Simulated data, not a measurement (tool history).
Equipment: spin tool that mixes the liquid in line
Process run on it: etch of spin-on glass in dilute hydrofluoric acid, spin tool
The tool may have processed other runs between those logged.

| run | hour | temperature setpoint of the liquid (C) | parts of water to one part of 49 % hydrofluoric acid (parts by volume) | time under the liquid (s) | thickness taken off the spin-on glass on a monitor wafer (Å) |
|---|---|---|---|---|---|
| 1 | 0.0 | 21 | 290 | 225 | 334.49 |
| 2 | 3.1 | 21 | 290 | 245 | 359.50 |
| 3 | 4.9 | 22 | 280 | 245 | 391.67 |
| 4 | 11.7 | 22 | 280 | 245 | 388.62 |
| 5 | 16.6 | 19 | 280 | 245 | 353.44 |
| 6 | 22.0 | 20 | 275 | 245 | 375.10 |

What will run 7 give?
| 7 | 29.5 | 21 | 270 | 245 | ? |

{"run 7": {"thickness taken off the spin-on glass on a monitor wafer (Å)": 398.86}}

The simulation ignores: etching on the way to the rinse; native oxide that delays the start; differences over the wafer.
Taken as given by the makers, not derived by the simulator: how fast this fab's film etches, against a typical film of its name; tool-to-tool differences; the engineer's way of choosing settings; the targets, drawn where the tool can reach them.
